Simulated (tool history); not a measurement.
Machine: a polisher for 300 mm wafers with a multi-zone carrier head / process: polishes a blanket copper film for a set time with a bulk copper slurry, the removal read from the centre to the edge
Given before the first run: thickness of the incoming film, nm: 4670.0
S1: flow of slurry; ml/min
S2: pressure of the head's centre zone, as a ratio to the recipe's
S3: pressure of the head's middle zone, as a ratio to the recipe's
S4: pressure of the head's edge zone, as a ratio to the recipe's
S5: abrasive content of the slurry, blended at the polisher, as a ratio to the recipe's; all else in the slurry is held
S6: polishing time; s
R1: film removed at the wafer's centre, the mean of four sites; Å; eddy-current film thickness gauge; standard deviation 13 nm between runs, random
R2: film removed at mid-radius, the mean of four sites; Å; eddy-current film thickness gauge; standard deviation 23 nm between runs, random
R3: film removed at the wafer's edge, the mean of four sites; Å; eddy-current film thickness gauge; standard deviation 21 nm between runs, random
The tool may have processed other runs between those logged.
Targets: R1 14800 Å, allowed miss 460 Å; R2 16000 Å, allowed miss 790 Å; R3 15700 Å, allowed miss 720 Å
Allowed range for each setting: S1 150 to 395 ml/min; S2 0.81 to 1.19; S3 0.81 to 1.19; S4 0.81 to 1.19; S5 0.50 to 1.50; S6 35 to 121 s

| run | hour | S1 | S2 | S3 | S4 | S5 | S6 | R1 | R2 | R3 |
|---|---|---|---|---|---|---|---|---|---|---|
| 1 | 0.0 | 250 | 1.00 | 1.00 | 1.00 | 1.00 | 78 | 11195 | 11638 | 11656 |
| 2 | 5.9 | 250 | 1.00 | 1.00 | 1.00 | 0.80 | 78 | 11049 | 11133 | 11200 |
| 3 | 13.7 | 255 | 1.01 | 1.01 | 1.02 | 0.90 | 80 | 11578 | 11922 | 11573 |
| 4 | 15.8 | 255 | 1.01 | 1.01 | 1.02 | 0.80 | 80 | 11348 | 11485 | 11579 |
| 5 | 20.9 | 255 | 1.01 | 1.01 | 1.05 | 0.80 | 80 | 11300 | 11834 | 11688 |
| 6 | 27.8 | 255 | 1.01 | 1.01 | 1.05 | 0.65 | 80 | 11084 | 11396 | 11217 |
| 7 | 34.2 | 255 | 1.02 | 1.01 | 1.06 | 0.75 | 82 | 11744 | 11646 | 11990 |
| 8 | 34.9 | 255 | 1.03 | 1.03 | 1.07 | 0.85 | 83 | 12083 | 12441 | 12484 |
| 9 | 39.4 | 255 | 1.04 | 1.04 | 1.08 | 0.95 | 84 | 12577 | 12526 | 12376 |
| 10 | 45.8 | 260 | 1.03 | 1.04 | 1.08 | 1.00 | 86 | 12886 | 13077 | 13504 |
| 11 | 53.5 | 270 | 1.03 | 1.06 | 1.08 | 1.05 | 87 | 13283 | 13940 | 13212 |
| 12 | 59.0 | 275 | 1.03 | 1.06 | 1.09 | 1.10 | 88 | 13435 | 14158 | 13860 |
| 13 | 67.1 | 280 | 1.03 | 1.06 | 1.10 | 1.15 | 89 | 13821 | 14280 | 13700 |
| 14 | 68.2 | 270 | 1.03 | 1.07 | 1.10 | 1.20 | 90 | 14053 | 14585 | 14196 |
| 15 | 74.5 | 270 | 1.02 | 1.07 | 1.11 | 1.25 | 91 | 14065 | 15060 | 14296 |

Of the 5 settings listed for the next run, only one would bring every result within its allowed miss of target. Which one?
| A | 80.8 | 210 | 1.02 | 1.10 | 1.18 | 1.15 | 101 | ? | ? | ? |
| B | 80.8 | 310 | 0.90 | 1.06 | 1.10 | 1.05 | 101 | ? | ? | ? |
| C | 80.8 | 305 | 1.11 | 1.19 | 0.97 | 1.40 | 83 | ? | ? | ? |
| D | 80.8 | 355 | 1.14 | 1.16 | 0.94 | 1.50 | 78 | ? | ? | ? |
| E | 80.8 | 290 | 1.14 | 1.02 | 1.12 | 1.35 | 90 | ? | ? | ? |

| move | R1 | R2 | R3 |
|---|---|---|---|
| A | 15089 | 15824 | 15759 |
| B | 13819 | 15858 | 15773 |
| C | 14689 | 15044 | 13073 |
| D | 14569 | 14189 | 12466 |
| E | 16148 | 14130 | 14648 |
A: meets every target
B: meets the target for the result that was furthest off, but another lies outside its allowed miss
C: lands further from the targets than the last run did
D: lands further from the targets than the last run did
E: lands further from the targets than the last run did
A meets every target.
